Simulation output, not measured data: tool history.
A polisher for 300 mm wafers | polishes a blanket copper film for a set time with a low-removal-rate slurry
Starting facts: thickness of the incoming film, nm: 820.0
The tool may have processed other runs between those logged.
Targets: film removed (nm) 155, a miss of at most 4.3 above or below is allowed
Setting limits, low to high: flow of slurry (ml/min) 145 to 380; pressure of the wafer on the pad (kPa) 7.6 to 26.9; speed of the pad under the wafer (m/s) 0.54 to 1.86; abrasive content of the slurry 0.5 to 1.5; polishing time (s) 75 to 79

run    day  flow of slurry (ml/min)  pressure of the wafer on the pad (kPa)  speed of the pad under the wafer (m/s)  abrasive content of the slurry  polishing time (s)  film removed (nm)
  1      0                      245                                    17.2                                    1.18                               1                  75             233.85
  2  0.362                      245                                    19.3                                    1.18                               1                  75             259.78
  3  0.654                      245                                    17.2                                    1.18                               1                  75             230.33
  4  0.758                      245                                    15.9                                    1.18                               1                  75              214.5
  5  0.921                      300                                    15.9                                    1.18                               1                  75             220.06
  6  1.279                      300                                    15.9                                    1.32                               1                  75             243.04
  7  1.379                      280                                      11                                     1.3                               1                  75             169.22
  8  1.525                      270                                      11                                     1.3                               1                  75              167.1
  9  1.729                      260                                      11                                     1.3                               1                  75             167.37
 10  1.758                      250                                      11                                     1.3                               1                  75             165.66
 11  2.012                      240                                      11                                     1.3                               1                  75             166.44
 12  2.246                      240                                      11                                     1.3                               1                  75             166.18
 13  2.275                      235                                      11                                     1.3                               1                  75             164.52
 14   2.35                      230                                      11                                     1.3                               1                  75             163.28
 15  2.433                      225                                      11                                     1.3                               1                  75             165.07

Which one of the following 5 next-run settings gets every result inside its allowed miss? There is exactly one.
  A  2.517                      240                                    11.7                                    1.28                             0.9                  78                  ?
  B  2.517                      200                                     9.7                                     1.4                               1                  76                  ?
  C  2.517                      230                                       9                                    1.36                            1.05                  77                  ?
  D  2.517                      330                                    10.3                                     1.4                            0.95                  79                  ?
  E  2.517                      295                                    13.1                                    1.14                            1.25                  75                  ?

move  film removed (nm)
   A             176.48
   B             158.57
   C             149.51
   D             180.25
   E             188.98
A: further off than the last run
B: every result within its allowed miss
C: moves the result that the last run missed by most past its target, out the other side
D: further off than the last run
E: further off than the last run
B meets every target.

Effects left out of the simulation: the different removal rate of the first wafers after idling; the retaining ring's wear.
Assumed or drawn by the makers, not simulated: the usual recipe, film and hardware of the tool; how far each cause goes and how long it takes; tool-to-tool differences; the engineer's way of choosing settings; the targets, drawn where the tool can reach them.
